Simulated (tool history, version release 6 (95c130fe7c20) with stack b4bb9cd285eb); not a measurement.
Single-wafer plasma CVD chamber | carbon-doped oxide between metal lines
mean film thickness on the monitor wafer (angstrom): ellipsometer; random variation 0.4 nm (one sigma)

run,hour,heater temperature setpoint (°C),chamber pressure (Torr),RF power (kW),deposition time (s),mean film thickness on the monitor wafer (angstrom)
1,0.0,350,6.73,0.515,25.5,1273.4
2,6.5,350,6.73,0.515,25.5,1260.7
3,7.7,351,6.67,0.495,25.4,1220.8
4,11.1,355,6.67,0.495,25.4,1209.3
# hour 14.0: thermocouple changed; heater temperature recalibrated
5,14.0,356,6.62,0.480,25.3,1185.0
6,14.9,356,6.62,0.480,25.5,1202.8
7,19.6,356,6.61,0.460,25.4,1150.0
8,26.3,356,6.60,0.450,25.4,1122.5
9,34.1,356,6.60,0.445,25.4,1118.6
10,40.5,356,6.60,0.440,25.4,1111.1

The next listed run, before its measurement:
11,41.2,356,6.60,0.435,25.4,?

Run 11 gave mean film thickness on the monitor wafer (angstrom) 1096.2.
